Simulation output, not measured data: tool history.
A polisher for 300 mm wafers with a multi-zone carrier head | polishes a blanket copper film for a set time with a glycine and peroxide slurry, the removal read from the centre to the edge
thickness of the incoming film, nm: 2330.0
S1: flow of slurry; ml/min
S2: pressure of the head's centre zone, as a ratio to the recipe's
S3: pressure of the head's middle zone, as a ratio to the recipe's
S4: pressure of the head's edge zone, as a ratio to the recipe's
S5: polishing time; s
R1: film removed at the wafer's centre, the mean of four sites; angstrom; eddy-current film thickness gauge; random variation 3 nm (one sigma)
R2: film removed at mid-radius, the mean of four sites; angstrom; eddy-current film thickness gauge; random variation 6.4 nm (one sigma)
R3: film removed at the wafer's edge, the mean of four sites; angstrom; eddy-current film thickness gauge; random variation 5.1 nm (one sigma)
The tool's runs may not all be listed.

run 1 hour=0 | S1=180 S2=1 S3=1 S4=1 S5=85 | R1=3324.3 R2=3259.9 R3=3266.2
run 2 hour=8.2 | S1=180 S2=1 S3=1.08 S4=1 S5=85 | R1=3264.7 R2=3533.1 R3=3263.9
run 3 hour=10.2 | S1=180 S2=0.95 S3=1.08 S4=1 S5=85 | R1=3152.4 R2=3413 R3=3244.8
run 4 hour=11.4 | S1=155 S2=0.95 S3=1.08 S4=1 S5=85 | R1=3072.6 R2=3425.7 R3=3169
run 5 hour=16.1 | S1=155 S2=0.95 S3=1.08 S4=1 S5=101 | R1=3615.8 R2=4018.7 R3=3736.6
run 6 hour=20.4 | S1=155 S2=1.03 S3=1.08 S4=1 S5=101 | R1=3869.3 R2=4169.3 R3=3700.7
run 7 hour=27.6 | S1=170 S2=1.01 S3=1.1 S4=1.04 S5=102 | R1=3979.2 R2=4313.4 R3=3898.4
run 8 hour=33.6 | S1=175 S2=0.98 S3=1.12 S4=1.07 S5=103 | R1=3869.5 R2=4295 R3=4009.1

Forecast run 9:
run 9 hour=39.1 | S1=180 S2=0.97 S3=1.14 S4=1.08 S5=105 | R1=? R2=? R3=?

Run 9 gave R1 3929.1 angstrom, R2 4586 angstrom, R3 4173.6 angstrom.
